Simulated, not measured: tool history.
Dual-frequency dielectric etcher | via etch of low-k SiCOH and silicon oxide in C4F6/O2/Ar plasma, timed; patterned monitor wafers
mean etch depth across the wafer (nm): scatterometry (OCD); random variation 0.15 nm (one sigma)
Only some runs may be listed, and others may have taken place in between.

run  hour  source power (kW)  bias power (kW)  etch time (s)  mean etch depth across the wafer (nm)
  1   0.0              0.290            0.230           23.0                                 54.154
  2   4.7              0.270            0.223           23.0                                 52.168
  3  12.1              0.270            0.223           23.0                                 52.570
  4  20.2              0.260            0.215           23.0                                 50.756
  5  24.3              0.250            0.212           23.0                                 49.815
  6  27.7              0.240            0.210           23.0                                 48.853

Estimate the outcome of run 7 from the log above:
  7  36.1              0.230            0.209           23.0                                      ?

{"run 7": {"mean etch depth across the wafer (nm)": 47.861}}

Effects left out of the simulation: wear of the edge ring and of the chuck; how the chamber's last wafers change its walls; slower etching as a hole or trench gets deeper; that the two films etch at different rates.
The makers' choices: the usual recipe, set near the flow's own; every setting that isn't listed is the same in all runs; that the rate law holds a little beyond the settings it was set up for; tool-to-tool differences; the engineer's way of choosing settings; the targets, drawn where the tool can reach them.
